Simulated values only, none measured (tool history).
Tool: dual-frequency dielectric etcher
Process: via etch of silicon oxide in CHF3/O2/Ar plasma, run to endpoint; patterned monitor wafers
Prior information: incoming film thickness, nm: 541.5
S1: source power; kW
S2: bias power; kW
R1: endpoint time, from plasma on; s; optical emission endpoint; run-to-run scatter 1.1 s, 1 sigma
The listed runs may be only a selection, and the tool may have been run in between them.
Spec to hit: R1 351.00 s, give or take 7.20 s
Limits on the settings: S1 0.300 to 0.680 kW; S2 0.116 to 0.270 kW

run,hour,S1,S2,R1
1,0.0,0.490,0.193,294.27
2,4.2,0.580,0.193,273.08
3,12.7,0.540,0.188,285.23
4,15.8,0.600,0.188,271.94
5,19.7,0.660,0.188,260.46
6,27.3,0.590,0.188,272.30
7,28.2,0.550,0.182,285.61
8,33.9,0.520,0.178,292.99
9,34.6,0.490,0.174,302.49
10,37.6,0.460,0.171,314.47
11,46.2,0.440,0.170,319.86
12,47.9,0.420,0.169,327.94
13,49.5,0.340,0.163,361.91

5 candidate next runs follow, results not yet known. Just one meets every target within its allowed miss. Identify it.
A,51.1,0.320,0.151,?
B,51.1,0.330,0.163,?
C,51.1,0.390,0.122,?
D,51.1,0.380,0.160,?
E,51.1,0.310,0.162,?

move,R1
A,384.63
B,370.46
C,373.40
D,349.29
E,382.13
A: lands further from the targets than the last run did
B: lands further from the targets than the last run did
C: lands further from the targets than the last run did
D: each result inside its tolerance
E: lands further from the targets than the last run did
Go with D: it meets all targets.

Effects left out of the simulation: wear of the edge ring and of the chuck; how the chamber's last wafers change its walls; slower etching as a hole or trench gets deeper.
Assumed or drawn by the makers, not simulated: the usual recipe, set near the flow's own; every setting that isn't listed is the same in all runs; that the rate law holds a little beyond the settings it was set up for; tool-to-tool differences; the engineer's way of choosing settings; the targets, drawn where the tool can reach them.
